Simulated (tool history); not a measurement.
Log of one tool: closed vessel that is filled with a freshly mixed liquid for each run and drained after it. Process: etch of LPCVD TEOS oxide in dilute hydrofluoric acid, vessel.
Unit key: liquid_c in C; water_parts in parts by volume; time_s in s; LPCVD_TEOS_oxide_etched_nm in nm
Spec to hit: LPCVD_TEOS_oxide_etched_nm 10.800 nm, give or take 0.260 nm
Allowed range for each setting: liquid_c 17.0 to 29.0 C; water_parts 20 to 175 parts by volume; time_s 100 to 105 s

Run 1, hour 0.0: liquid_c 21.0 C, water_parts 95 parts by volume, time_s 100 s. Result: LPCVD_TEOS_oxide_etched_nm 14.550 nm.
Run 2, hour 8.7: liquid_c 20.5 C, water_parts 95 parts by volume, time_s 100 s. Result: LPCVD_TEOS_oxide_etched_nm 14.305 nm.
Run 3, hour 11.0: liquid_c 20.5 C, water_parts 95 parts by volume, time_s 105 s. Result: LPCVD_TEOS_oxide_etched_nm 15.011 nm.
Run 4, hour 14.9: liquid_c 20.5 C, water_parts 95 parts by volume, time_s 105 s. Result: LPCVD_TEOS_oxide_etched_nm 15.106 nm.
Run 5, hour 19.2: liquid_c 20.0 C, water_parts 100 parts by volume, time_s 105 s. Result: LPCVD_TEOS_oxide_etched_nm 14.156 nm.
Run 6, hour 27.8: liquid_c 19.5 C, water_parts 100 parts by volume, time_s 105 s. Result: LPCVD_TEOS_oxide_etched_nm 13.655 nm.
Run 7, hour 34.1: liquid_c 19.0 C, water_parts 100 parts by volume, time_s 105 s. Result: LPCVD_TEOS_oxide_etched_nm 13.371 nm.
Run 8, hour 38.8: liquid_c 19.0 C, water_parts 100 parts by volume, time_s 105 s. Result: LPCVD_TEOS_oxide_etched_nm 13.390 nm.
Run 9, hour 46.1: liquid_c 18.5 C, water_parts 100 parts by volume, time_s 105 s. Result: LPCVD_TEOS_oxide_etched_nm 13.123 nm.
Run 10, hour 50.2: liquid_c 18.0 C, water_parts 100 parts by volume, time_s 105 s. Result: LPCVD_TEOS_oxide_etched_nm 12.816 nm.
Run 11, hour 58.5: liquid_c 17.5 C, water_parts 105 parts by volume, time_s 105 s. Result: LPCVD_TEOS_oxide_etched_nm 11.831 nm.
Run 12, hour 62.3: liquid_c 17.0 C, water_parts 110 parts by volume, time_s 105 s. Result: LPCVD_TEOS_oxide_etched_nm 11.246 nm.

Which of these 4 next moves meets every target?
Run A, hour 66.1: liquid_c 18.0 C, water_parts 105 parts by volume, time_s 100 s. Result: LPCVD_TEOS_oxide_etched_nm ?.
Run B, hour 66.1: liquid_c 19.0 C, water_parts 120 parts by volume, time_s 105 s. Result: LPCVD_TEOS_oxide_etched_nm ?.
Run C, hour 66.1: liquid_c 17.5 C, water_parts 110 parts by volume, time_s 105 s. Result: LPCVD_TEOS_oxide_etched_nm ?.
Run D, hour 66.1: liquid_c 17.0 C, water_parts 100 parts by volume, time_s 100 s. Result: LPCVD_TEOS_oxide_etched_nm ?.

move  LPCVD_TEOS_oxide_etched_nm
   A                      11.404
   B                      10.748
   C                      11.136
   D                      11.543
A: further off than the last run
B: meets every target
C: closes in on the targets versus the last run, not all within tolerance yet
D: further off than the last run
The right move is B.

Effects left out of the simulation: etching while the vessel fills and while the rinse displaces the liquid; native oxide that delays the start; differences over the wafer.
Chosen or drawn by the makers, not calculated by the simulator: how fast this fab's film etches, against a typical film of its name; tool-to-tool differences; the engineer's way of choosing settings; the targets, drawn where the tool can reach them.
